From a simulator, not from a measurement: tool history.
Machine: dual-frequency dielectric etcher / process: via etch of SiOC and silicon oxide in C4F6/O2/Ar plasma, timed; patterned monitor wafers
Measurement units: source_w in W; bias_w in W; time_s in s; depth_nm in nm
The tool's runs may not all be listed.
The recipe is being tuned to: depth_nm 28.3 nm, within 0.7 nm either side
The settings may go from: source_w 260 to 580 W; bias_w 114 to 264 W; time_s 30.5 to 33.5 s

run 1 hour=0 | source_w=420 bias_w=189 time_s=33.5 | depth_nm=36.303
run 2 hour=8.2 | source_w=420 bias_w=189 time_s=33.5 | depth_nm=36.496
run 3 hour=14.2 | source_w=400 bias_w=181 time_s=33 | depth_nm=34.523
run 4 hour=21.3 | source_w=380 bias_w=178 time_s=33 | depth_nm=33.289
run 5 hour=22.2 | source_w=420 bias_w=178 time_s=33 | depth_nm=35.273
run 6 hour=27.9 | source_w=400 bias_w=176 time_s=33 | depth_nm=34.179
run 7 hour=31.2 | source_w=380 bias_w=174 time_s=33 | depth_nm=33.055
run 8 hour=38.5 | source_w=370 bias_w=173 time_s=33 | depth_nm=32.248
run 9 hour=43.2 | source_w=290 bias_w=158 time_s=32.5 | depth_nm=26.296

Which one of the following 5 next-run settings gets every result inside its allowed miss? There is exactly one.
run A hour=47.9 | source_w=280 bias_w=184 time_s=33 | depth_nm=?
run B hour=47.9 | source_w=280 bias_w=163 time_s=33 | depth_nm=?
run C hour=47.9 | source_w=290 bias_w=147 time_s=33 | depth_nm=?
run D hour=47.9 | source_w=310 bias_w=154 time_s=33.5 | depth_nm=?
run E hour=47.9 | source_w=310 bias_w=140 time_s=31.5 | depth_nm=?

move=A depth_nm=27.026
move=B depth_nm=26.185
move=C depth_nm=26.243
move=D depth_nm=28.345
move=E depth_nm=26.047
A: an improvement on the last run, though not all results are within tolerance
B: misses by more than the last run did
C: as far off as the last run
D: meets every target
E: misses by more than the last run did
Go with D: it meets all targets.

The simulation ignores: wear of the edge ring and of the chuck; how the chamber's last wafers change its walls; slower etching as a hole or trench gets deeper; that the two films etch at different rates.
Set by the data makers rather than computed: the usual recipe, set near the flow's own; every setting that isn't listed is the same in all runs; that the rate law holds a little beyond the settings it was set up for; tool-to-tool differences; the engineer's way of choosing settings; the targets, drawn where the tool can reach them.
